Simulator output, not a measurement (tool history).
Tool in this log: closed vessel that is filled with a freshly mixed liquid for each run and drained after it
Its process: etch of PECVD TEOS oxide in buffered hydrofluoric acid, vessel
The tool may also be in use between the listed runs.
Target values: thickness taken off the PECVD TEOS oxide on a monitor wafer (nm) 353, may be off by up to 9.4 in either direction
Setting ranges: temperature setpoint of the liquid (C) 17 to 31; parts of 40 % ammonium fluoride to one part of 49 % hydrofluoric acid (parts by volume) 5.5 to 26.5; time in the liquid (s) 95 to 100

run  hour  temperature setpoint of the liquid (C)  parts of 40 % ammonium fluoride to one part of 49 % hydrofluoric acid (parts by volume)  time in the liquid (s)  thickness taken off the PECVD TEOS oxide on a monitor wafer (nm)
  1     0                                      23                                                                                       16                      95                                                            127.01
  2   2.9                                    25.5                                                                                       13                      95                                                            178.93
  3   5.8                                    25.5                                                                                       15                      95                                                            156.33
  4   7.1                                    27.5                                                                                     12.5                      95                                                            206.61
  5  12.9                                    28.5                                                                                     10.5                      95                                                            259.37
  6  19.4                                    29.5                                                                                       10                      95                                                            285.77
  7  28.3                                      30                                                                                      9.5                      95                                                            304.26
  8  29.6                                    30.5                                                                                        9                      95                                                             321.6
  9  31.1                                      31                                                                                      7.5                      95                                                            405.64
 10  31.9                                      30                                                                                      7.5                      95                                                            382.46
 11  38.7                                    29.5                                                                                      7.5                      95                                                            374.26
 12    40                                      29                                                                                      7.5                      95                                                            364.35

Consider the 5 candidate settings below. Which is the only one whose results all fall within their allowed miss of target?
  A  41.3                                      29                                                                                      7.5                     100                                                                 ?
  B  41.3                                      31                                                                                      8.5                     100                                                                 ?
  C  41.3                                      31                                                                                        8                     100                                                                 ?
  D  41.3                                      30                                                                                      8.5                     100                                                                 ?
  E  41.3                                      30                                                                                      7.5                      95                                                                 ?

move  thickness taken off the PECVD TEOS oxide on a monitor wafer (nm)
   A                                                             382.7
   B                                                            371.18
   C                                                            396.34
   D                                                            352.29
   E                                                            383.17
A: further off than the last run
B: further off than the last run
C: further off than the last run
D: hits every target within its allowed miss
E: further off than the last run
So the answer is move D, the one that meets all the targets.
